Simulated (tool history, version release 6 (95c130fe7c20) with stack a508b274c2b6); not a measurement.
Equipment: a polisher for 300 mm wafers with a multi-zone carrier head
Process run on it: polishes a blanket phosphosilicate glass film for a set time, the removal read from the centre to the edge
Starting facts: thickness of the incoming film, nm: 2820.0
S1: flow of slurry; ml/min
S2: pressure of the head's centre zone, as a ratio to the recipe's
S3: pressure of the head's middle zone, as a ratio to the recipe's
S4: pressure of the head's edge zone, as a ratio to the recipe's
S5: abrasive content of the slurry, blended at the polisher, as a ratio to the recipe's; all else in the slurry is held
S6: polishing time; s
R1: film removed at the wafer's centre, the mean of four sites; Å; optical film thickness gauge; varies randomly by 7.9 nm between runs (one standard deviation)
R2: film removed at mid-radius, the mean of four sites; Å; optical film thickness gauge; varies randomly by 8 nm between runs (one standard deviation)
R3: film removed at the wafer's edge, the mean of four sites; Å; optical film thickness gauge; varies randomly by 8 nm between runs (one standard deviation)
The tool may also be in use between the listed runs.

run	hour	S1	S2	S3	S4	S5	S6	R1	R2	R3
1	0	130	1	1	1	1	69	4015.8	3954.3	3992.9
2	8	160	1	1	1	1	69	4220.1	4176.3	4015.4
3	12.6	160	1.01	1.03	1.01	1.1	70	4460.6	4387.5	4275.3
4	17.4	160	1.01	1.03	1.01	1.1	58	3566.6	3683.6	3468.4
5	25.5	160	1.06	1.03	1.01	1.1	58	3768.8	3777.1	3490.5
6	33.4	165	1.06	1.06	1.01	1.2	62	4308.3	4279.8	3894.2
7	41.9	165	1.05	1.09	1.02	1.25	65	4381.1	4563.7	4111.9
8	48.8	165	1.06	1.11	1.03	1.3	68	4820.8	4869.8	4549.5
9	51.8	195	1.02	1.19	0.95	1.5	74	5353.1	5907.2	4859.1
10	60.5	195	1.02	1.19	0.97	1.5	75	5472.5	6184.9	5043.6
11	61.1	195	1.03	1.18	0.98	1.5	75	5421.5	6093.5	5103.8
12	63.5	195	1.04	1.18	0.99	1.5	75	5647.9	6086.1	5043.5

For run 13, what comes out?
13	66.5	190	1.04	1.18	1	1.5	76	?	?	?

Run 13 measured R1 5626.9 Å, R2 6121.8 Å, R3 5205.3 Å.
